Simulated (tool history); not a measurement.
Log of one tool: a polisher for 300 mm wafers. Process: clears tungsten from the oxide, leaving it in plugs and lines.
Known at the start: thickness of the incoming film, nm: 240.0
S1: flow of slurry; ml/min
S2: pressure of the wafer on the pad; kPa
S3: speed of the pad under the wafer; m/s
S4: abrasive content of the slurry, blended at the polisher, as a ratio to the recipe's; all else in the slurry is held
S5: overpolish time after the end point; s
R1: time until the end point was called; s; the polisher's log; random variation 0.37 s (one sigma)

run,hour,S1,S2,S3,S4,S5,R1
1,0,285,30.3,1.34,1,29,31.97
2,3,285,32.4,1.36,1,29,31.926
3,11.6,285,32.4,1.2,1,29,33.892
4,15.3,285,35.9,1.24,1,29,29.725
5,21,285,35.9,1.24,0.8,29,31.188
6,22.1,285,37.9,1.26,0.8,29,30.14
7,26.1,285,37.9,1.26,0.8,29,30.164
8,35,285,40,1.28,0.8,29,27.684
9,38.7,285,41.4,1.28,0.8,29,27.86

Forecast run 10:
10,45,285,42.7,1.3,0.8,29,?

Run 10 gave R1 25.508 s.

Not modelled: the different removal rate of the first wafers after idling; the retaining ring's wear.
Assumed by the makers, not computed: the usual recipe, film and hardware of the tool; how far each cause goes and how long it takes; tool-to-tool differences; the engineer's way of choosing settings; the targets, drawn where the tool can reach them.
